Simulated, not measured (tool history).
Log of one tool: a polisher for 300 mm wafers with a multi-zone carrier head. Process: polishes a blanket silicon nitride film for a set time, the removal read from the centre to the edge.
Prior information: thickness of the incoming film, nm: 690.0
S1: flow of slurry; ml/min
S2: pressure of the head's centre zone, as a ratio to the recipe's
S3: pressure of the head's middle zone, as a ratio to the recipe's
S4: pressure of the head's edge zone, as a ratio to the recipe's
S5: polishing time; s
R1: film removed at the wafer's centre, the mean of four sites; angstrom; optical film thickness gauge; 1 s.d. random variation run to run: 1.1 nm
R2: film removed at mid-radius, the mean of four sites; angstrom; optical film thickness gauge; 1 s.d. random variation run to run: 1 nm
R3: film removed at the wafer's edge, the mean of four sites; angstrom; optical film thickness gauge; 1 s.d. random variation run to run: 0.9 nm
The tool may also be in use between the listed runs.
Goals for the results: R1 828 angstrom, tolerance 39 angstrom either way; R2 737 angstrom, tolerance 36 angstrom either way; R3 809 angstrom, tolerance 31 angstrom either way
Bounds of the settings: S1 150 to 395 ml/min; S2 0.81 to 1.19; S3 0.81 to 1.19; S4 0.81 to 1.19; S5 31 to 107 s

run 1 hour=0 | S1=250 S2=1 S3=1 S4=1 S5=69 | R1=1130.4 R2=1324.4 R3=1246.5
run 2 hour=2.1 | S1=245 S2=1.02 S3=0.97 S4=0.99 S5=64 | R1=1068 R2=1174.7 R3=1161
run 3 hour=3.5 | S1=245 S2=1.03 S3=0.95 S4=0.97 S5=60 | R1=1003.1 R2=1113 R3=1065.9
run 4 hour=4.7 | S1=245 S2=1.03 S3=0.95 S4=0.97 S5=45 | R1=741.37 R2=816.93 R3=786.84
run 5 hour=10.5 | S1=245 S2=1.11 S3=0.95 S4=0.97 S5=45 | R1=819.86 R2=809.94 R3=802.97
-- hour=14.3 centre zone pressure recalibrated
run 6 hour=14.3 | S1=285 S2=1.11 S3=0.95 S4=0.97 S5=45 | R1=939.55 R2=832.72 R3=824.04
run 7 hour=15.3 | S1=275 S2=1.11 S3=0.93 S4=0.98 S5=45 | R1=939.2 R2=818.44 R3=814.51
run 8 hour=22.5 | S1=260 S2=1.11 S3=0.92 S4=1 S5=45 | R1=923.28 R2=807.17 R3=835.57

Exercise: of the 5 proposed moves below, exactly one satisfies all targets within the stated allowed misses. Which move is it?
run A hour=29.7 | S1=395 S2=1.16 S3=1.05 S4=0.84 S5=47 | R1=? R2=? R3=?
run B hour=29.7 | S1=265 S2=1.13 S3=0.95 S4=0.93 S5=48 | R1=? R2=? R3=?
run C hour=29.7 | S1=235 S2=1.11 S3=1.02 S4=0.94 S5=48 | R1=? R2=? R3=?
run D hour=29.7 | S1=160 S2=1.08 S3=0.86 S4=1.07 S5=45 | R1=? R2=? R3=?
run E hour=29.7 | S1=250 S2=1.13 S3=0.96 S4=0.97 S5=49 | R1=? R2=? R3=?

move=A R1=1050.4 R2=948.32 R3=800.24
move=B R1=1007.2 R2=874.33 R3=835.77
move=C R1=976.74 R2=907.7 R3=831.87
move=D R1=847.03 R2=724.75 R3=804.92
move=E R1=1021.8 R2=893.89 R3=866.49
A: lands further from the targets than the last run did
B: lands further from the targets than the last run did
C: lands further from the targets than the last run did
D: every result lands within tolerance
E: lands further from the targets than the last run did
The move that meets every target is D.
